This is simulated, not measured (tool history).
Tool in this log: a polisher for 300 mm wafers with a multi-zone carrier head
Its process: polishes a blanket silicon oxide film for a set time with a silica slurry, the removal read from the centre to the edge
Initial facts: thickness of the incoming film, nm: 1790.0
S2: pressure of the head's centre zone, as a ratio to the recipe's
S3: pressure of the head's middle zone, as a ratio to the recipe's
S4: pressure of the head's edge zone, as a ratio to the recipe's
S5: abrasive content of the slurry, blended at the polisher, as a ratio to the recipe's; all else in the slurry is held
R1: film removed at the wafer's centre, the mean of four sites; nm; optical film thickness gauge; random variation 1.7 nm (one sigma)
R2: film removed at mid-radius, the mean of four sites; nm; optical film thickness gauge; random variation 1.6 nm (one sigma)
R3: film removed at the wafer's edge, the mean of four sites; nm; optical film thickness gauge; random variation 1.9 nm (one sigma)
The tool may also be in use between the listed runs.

{"run": 1, "hour": 0.0, "flow of slurry (ml/min)": 205, "S2": 1.0, "S3": 1.0, "S4": 1.0, "S5": 1.0, "polishing time (s)": 40, "R1": 252.04, "R2": 236.03, "R3": 238.72}
{"run": 2, "hour": 1.9, "flow of slurry (ml/min)": 205, "S2": 1.0, "S3": 1.05, "S4": 1.0, "S5": 1.0, "polishing time (s)": 40, "R1": 248.86, "R2": 251.18, "R3": 243.96}
{"run": 3, "hour": 4.9, "flow of slurry (ml/min)": 165, "S2": 1.0, "S3": 1.05, "S4": 1.0, "S5": 1.0, "polishing time (s)": 40, "R1": 244.95, "R2": 243.96, "R3": 234.61}
{"run": 4, "hour": 10.1, "flow of slurry (ml/min)": 165, "S2": 1.0, "S3": 0.99, "S4": 1.0, "S5": 1.0, "polishing time (s)": 40, "R1": 245.32, "R2": 229.77, "R3": 234.53}
{"run": 5, "hour": 14.8, "flow of slurry (ml/min)": 165, "S2": 1.0, "S3": 0.99, "S4": 0.94, "S5": 1.0, "polishing time (s)": 40, "R1": 250.55, "R2": 231.58, "R3": 230.16}
{"run": 6, "hour": 22.8, "flow of slurry (ml/min)": 160, "S2": 0.97, "S3": 1.02, "S4": 0.91, "S5": 0.85, "polishing time (s)": 37, "R1": 203.05, "R2": 199.26, "R3": 190.9}
{"run": 7, "hour": 31.3, "flow of slurry (ml/min)": 155, "S2": 0.95, "S3": 1.05, "S4": 0.88, "S5": 0.75, "polishing time (s)": 36, "R1": 183.46, "R2": 184.18, "R3": 168.35}
{"hour": 36.0, "done": "centre zone pressure recalibrated"}
{"run": 8, "hour": 36.0, "flow of slurry (ml/min)": 140, "S2": 0.85, "S3": 1.11, "S4": 0.84, "S5": 0.55, "polishing time (s)": 35, "R1": 123.95, "R2": 148.64, "R3": 128.18}
{"run": 9, "hour": 37.3, "flow of slurry (ml/min)": 160, "S2": 0.86, "S3": 1.12, "S4": 0.85, "S5": 0.55, "polishing time (s)": 35, "R1": 131.03, "R2": 153.35, "R3": 135.34}
{"run": 10, "hour": 40.0, "flow of slurry (ml/min)": 170, "S2": 0.87, "S3": 1.14, "S4": 0.84, "S5": 0.55, "polishing time (s)": 35, "R1": 131.78, "R2": 157.82, "R3": 133.75}

For run 11, what comes out?
{"run": 11, "hour": 44.9, "flow of slurry (ml/min)": 200, "S2": 0.92, "S3": 1.16, "S4": 0.9, "S5": 0.6, "polishing time (s)": 35, "R1": "?", "R2": "?", "R3": "?"}

R1: 148.80 nm
R2: 175.81 nm
R3: 147.76 nm
